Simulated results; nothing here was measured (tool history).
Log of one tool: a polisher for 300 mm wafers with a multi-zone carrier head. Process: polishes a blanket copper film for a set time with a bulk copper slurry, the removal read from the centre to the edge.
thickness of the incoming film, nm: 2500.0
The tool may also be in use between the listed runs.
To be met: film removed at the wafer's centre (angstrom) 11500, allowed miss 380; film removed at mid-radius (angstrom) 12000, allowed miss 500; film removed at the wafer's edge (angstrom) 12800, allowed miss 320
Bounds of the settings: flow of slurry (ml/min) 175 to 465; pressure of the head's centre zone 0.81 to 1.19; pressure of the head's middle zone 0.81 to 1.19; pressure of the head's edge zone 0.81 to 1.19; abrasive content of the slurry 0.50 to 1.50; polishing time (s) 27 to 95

run,hour,flow of slurry (ml/min),pressure of the head's centre zone,pressure of the head's middle zone,pressure of the head's edge zone,abrasive content of the slurry,polishing time (s),film removed at the wafer's centre (angstrom),film removed at mid-radius (angstrom),film removed at the wafer's edge (angstrom)
1,0.0,295,1.00,1.00,1.00,1.00,61,10733,10657,10634
2,4.3,300,1.00,1.00,1.02,1.05,61,10798,10893,10978
3,9.6,300,1.00,1.00,0.94,1.05,61,10746,10771,10600
4,10.3,300,1.00,0.96,0.94,1.05,61,10632,10394,10507
5,17.6,300,1.08,0.96,0.94,1.05,61,11574,10621,10654
6,26.6,300,1.08,1.01,0.94,1.05,61,11528,10630,10659
7,32.2,300,1.06,1.00,0.97,1.10,61,11547,10718,10771
8,34.7,305,1.04,1.00,1.00,1.15,62,11798,11319,11203
9,38.9,305,1.02,0.98,1.03,1.15,63,11690,10994,11494
10,39.7,305,1.02,0.98,1.03,1.15,63,11446,11020,11474
11,44.2,310,1.01,0.99,1.05,1.20,63,11579,11585,11761
12,50.7,315,1.00,0.99,1.07,1.20,63,11539,11245,11867
13,57.1,320,0.99,1.00,1.08,1.20,63,11525,11435,12045
14,59.6,360,0.96,1.03,1.16,1.25,63,11309,11910,12456

4 next moves are on the table. One of them brings every result within its allowed miss. Which?
A,62.1,400,1.08,1.10,1.10,0.90,63,?,?,?
B,62.1,325,0.98,1.05,1.07,1.25,64,?,?,?
C,62.1,365,0.98,1.06,1.13,1.45,60,?,?,?
D,62.1,400,0.95,1.00,1.14,1.25,65,?,?,?

move,film removed at the wafer's centre (angstrom),film removed at mid-radius (angstrom),film removed at the wafer's edge (angstrom)
A,11933,12068,11615
B,11507,12364,12268
C,11212,12132,12220
D,11502,12222,12978
A: further off than the last run
B: further off than the last run
C: further off than the last run
D: meets every target
Answer: D
